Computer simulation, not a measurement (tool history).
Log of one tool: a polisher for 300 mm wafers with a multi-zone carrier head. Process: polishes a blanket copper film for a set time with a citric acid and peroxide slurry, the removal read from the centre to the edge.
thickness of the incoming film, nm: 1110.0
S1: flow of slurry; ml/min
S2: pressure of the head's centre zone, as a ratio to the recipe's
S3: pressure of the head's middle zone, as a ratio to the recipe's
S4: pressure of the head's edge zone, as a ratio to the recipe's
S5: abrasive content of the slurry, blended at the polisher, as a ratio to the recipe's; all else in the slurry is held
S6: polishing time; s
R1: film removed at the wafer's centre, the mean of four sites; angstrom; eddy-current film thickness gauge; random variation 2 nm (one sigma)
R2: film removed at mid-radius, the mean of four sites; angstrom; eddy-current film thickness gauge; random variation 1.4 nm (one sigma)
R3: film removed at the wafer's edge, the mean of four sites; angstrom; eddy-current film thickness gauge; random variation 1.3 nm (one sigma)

Run 1, hour 0.0: S1 130 ml/min, S2 1.00, S3 1.00, S4 1.00, S5 1.00, S6 64 s. Result: R1 1326.7 angstrom, R2 1336.2 angstrom, R3 1308.8 angstrom.
Run 2, hour 4.6: S1 130 ml/min, S2 0.93, S3 1.00, S4 1.00, S5 1.00, S6 64 s. Result: R1 1244.1 angstrom, R2 1341.0 angstrom, R3 1328.1 angstrom.
Run 3, hour 13.0: S1 130 ml/min, S2 1.00, S3 1.00, S4 1.00, S5 1.00, S6 64 s. Result: R1 1354.4 angstrom, R2 1341.5 angstrom, R3 1300.7 angstrom.
Run 4, hour 17.7: S1 130 ml/min, S2 1.00, S3 1.00, S4 1.00, S5 1.20, S6 64 s. Result: R1 1325.8 angstrom, R2 1376.8 angstrom, R3 1346.7 angstrom.
Run 5, hour 23.8: S1 130 ml/min, S2 1.00, S3 1.00, S4 1.00, S5 1.20, S6 49 s. Result: R1 1044.5 angstrom, R2 1050.8 angstrom, R3 1028.6 angstrom.
Run 6, hour 29.2: S1 145 ml/min, S2 1.00, S3 1.00, S4 1.00, S5 1.20, S6 49 s. Result: R1 1055.6 angstrom, R2 1080.8 angstrom, R3 1062.4 angstrom.

The next listed run, before its measurement:
At hour 36.0: worn pad replaced by a new one.
Run 7, hour 36.0: S1 155 ml/min, S2 1.00, S3 1.00, S4 1.03, S5 1.25, S6 54 s. Result: R1 ?, R2 ?, R3 ?.

R1: 1358.2 angstrom
R2: 1366.0 angstrom
R3: 1345.3 angstrom

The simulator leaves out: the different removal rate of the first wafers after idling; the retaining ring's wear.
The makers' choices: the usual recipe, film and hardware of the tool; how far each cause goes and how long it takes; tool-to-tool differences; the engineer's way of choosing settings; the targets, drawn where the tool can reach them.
